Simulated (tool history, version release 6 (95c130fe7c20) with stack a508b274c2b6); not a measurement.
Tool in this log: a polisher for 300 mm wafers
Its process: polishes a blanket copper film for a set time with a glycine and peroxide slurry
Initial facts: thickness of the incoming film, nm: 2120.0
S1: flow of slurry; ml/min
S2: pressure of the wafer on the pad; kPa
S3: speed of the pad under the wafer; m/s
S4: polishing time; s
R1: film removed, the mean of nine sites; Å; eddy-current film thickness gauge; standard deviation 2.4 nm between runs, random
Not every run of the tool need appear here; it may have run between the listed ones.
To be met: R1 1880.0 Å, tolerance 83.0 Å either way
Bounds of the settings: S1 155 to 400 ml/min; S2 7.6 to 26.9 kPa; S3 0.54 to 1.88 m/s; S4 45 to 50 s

run    day   S1    S2    S3  S4      R1
  1  0.000  255  17.2  1.20  50  2736.7
  2  0.104  255  15.9  1.20  50  2498.5
  3  0.179  255  15.9  1.42  50  2727.2
  4  0.521  255  15.9  1.42  50  2767.0
  5  0.833  255  11.7  1.42  50  2139.0
  6  0.912  310  11.7  1.42  50  2212.3
  7  1.221  310  11.0  1.42  50  2069.9
  8  1.583  310   9.0  1.42  50  1776.1

Which single option among these 5 for the next run brings every result within its allowed miss of target? Just one does.
  A  1.946  280  9.7  1.54  49   ?
  B  1.946  305  9.0  1.38  48   ?
  C  1.946  260  9.0  1.42  49   ?
  D  1.946  330  8.3  1.52  48   ?
  E  1.946  300  7.6  1.38  50   ?

move      R1
   A  1908.1
   B  1685.6
   C  1724.2
   D  1672.5
   E  1553.7
A: in spec on every target
B: moves away from the targets compared with the last run
C: moves away from the targets compared with the last run
D: moves away from the targets compared with the last run
E: moves away from the targets compared with the last run
A meets every target.

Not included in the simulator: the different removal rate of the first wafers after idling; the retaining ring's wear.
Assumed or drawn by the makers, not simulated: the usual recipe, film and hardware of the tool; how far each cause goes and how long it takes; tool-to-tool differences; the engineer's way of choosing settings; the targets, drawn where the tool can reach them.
